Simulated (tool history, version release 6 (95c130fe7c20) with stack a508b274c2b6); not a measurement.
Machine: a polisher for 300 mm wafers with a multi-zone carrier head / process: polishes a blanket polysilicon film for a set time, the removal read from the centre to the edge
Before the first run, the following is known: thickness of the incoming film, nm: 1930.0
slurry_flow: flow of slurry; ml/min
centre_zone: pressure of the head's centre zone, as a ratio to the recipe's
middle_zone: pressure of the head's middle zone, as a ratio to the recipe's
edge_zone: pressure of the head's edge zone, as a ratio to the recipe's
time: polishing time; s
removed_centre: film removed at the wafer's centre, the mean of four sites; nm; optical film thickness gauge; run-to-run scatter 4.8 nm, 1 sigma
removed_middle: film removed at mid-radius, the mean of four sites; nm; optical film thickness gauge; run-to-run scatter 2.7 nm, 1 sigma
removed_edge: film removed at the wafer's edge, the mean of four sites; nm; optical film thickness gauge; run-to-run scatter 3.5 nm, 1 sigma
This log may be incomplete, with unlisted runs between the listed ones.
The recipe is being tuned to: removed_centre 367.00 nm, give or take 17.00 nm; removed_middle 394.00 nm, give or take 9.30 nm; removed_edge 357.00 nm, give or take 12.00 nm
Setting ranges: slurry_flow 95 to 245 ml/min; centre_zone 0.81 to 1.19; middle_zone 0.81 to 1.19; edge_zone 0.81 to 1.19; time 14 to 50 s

Run 1, hour 0.0: slurry_flow 155 ml/min, centre_zone 1.00, middle_zone 1.00, edge_zone 1.00, time 32 s. Result: removed_centre 244.97 nm, removed_middle 248.07 nm, removed_edge 247.17 nm.
Run 2, hour 8.8: slurry_flow 155 ml/min, centre_zone 1.00, middle_zone 0.94, edge_zone 1.00, time 32 s. Result: removed_centre 239.51 nm, removed_middle 232.23 nm, removed_edge 249.51 nm.
Run 3, hour 14.7: slurry_flow 165 ml/min, centre_zone 1.01, middle_zone 0.98, edge_zone 1.03, time 34 s. Result: removed_centre 269.71 nm, removed_middle 258.97 nm, removed_edge 273.66 nm.
Run 4, hour 15.6: slurry_flow 165 ml/min, centre_zone 1.01, middle_zone 0.98, edge_zone 1.03, time 39 s. Result: removed_centre 309.07 nm, removed_middle 300.82 nm, removed_edge 310.37 nm.
Run 5, hour 20.0: slurry_flow 165 ml/min, centre_zone 1.01, middle_zone 0.98, edge_zone 0.98, time 39 s. Result: removed_centre 309.44 nm, removed_middle 298.44 nm, removed_edge 294.70 nm.
Run 6, hour 24.8: slurry_flow 175 ml/min, centre_zone 1.01, middle_zone 1.02, edge_zone 1.01, time 39 s. Result: removed_centre 305.41 nm, removed_middle 309.97 nm, removed_edge 307.54 nm.
Run 7, hour 33.7: slurry_flow 180 ml/min, centre_zone 1.03, middle_zone 1.05, edge_zone 1.02, time 40 s. Result: removed_centre 322.61 nm, removed_middle 331.11 nm, removed_edge 319.35 nm.
Run 8, hour 38.9: slurry_flow 185 ml/min, centre_zone 1.05, middle_zone 1.07, edge_zone 1.03, time 40 s. Result: removed_centre 339.11 nm, removed_middle 336.57 nm, removed_edge 320.68 nm.
Run 9, hour 45.4: slurry_flow 185 ml/min, centre_zone 1.05, middle_zone 1.07, edge_zone 1.03, time 40 s. Result: removed_centre 333.11 nm, removed_middle 336.19 nm, removed_edge 323.63 nm.
Run 10, hour 45.9: slurry_flow 230 ml/min, centre_zone 1.07, middle_zone 1.17, edge_zone 1.11, time 41 s. Result: removed_centre 362.36 nm, removed_middle 384.28 nm, removed_edge 355.71 nm.

Below are 4 possible settings for the next run. Only one of them brings all results inside the allowed miss of their targets. Which is it?
Run A, hour 46.4: slurry_flow 230 ml/min, centre_zone 1.04, middle_zone 1.13, edge_zone 1.04, time 43 s. Result: removed_centre ?, removed_middle ?, removed_edge ?.
Run B, hour 46.4: slurry_flow 235 ml/min, centre_zone 1.04, middle_zone 1.10, edge_zone 1.17, time 42 s. Result: removed_centre ?, removed_middle ?, removed_edge ?.
Run C, hour 46.4: slurry_flow 235 ml/min, centre_zone 1.11, middle_zone 1.11, edge_zone 1.10, time 42 s. Result: removed_centre ?, removed_middle ?, removed_edge ?.
Run D, hour 46.4: slurry_flow 235 ml/min, centre_zone 1.00, middle_zone 1.19, edge_zone 1.11, time 41 s. Result: removed_centre ?, removed_middle ?, removed_edge ?.

move  removed_centre  removed_middle  removed_edge
   A          359.36          391.50        352.92
   B          352.00          374.63        366.82
   C          375.90          377.45        355.33
   D          330.52          391.45        348.10
A: all results land within tolerance of their targets
B: lands further from the targets than the last run did
C: lands further from the targets than the last run did
D: puts the biggest miss on target and leaves a different result outside tolerance
The move that meets every target is A.
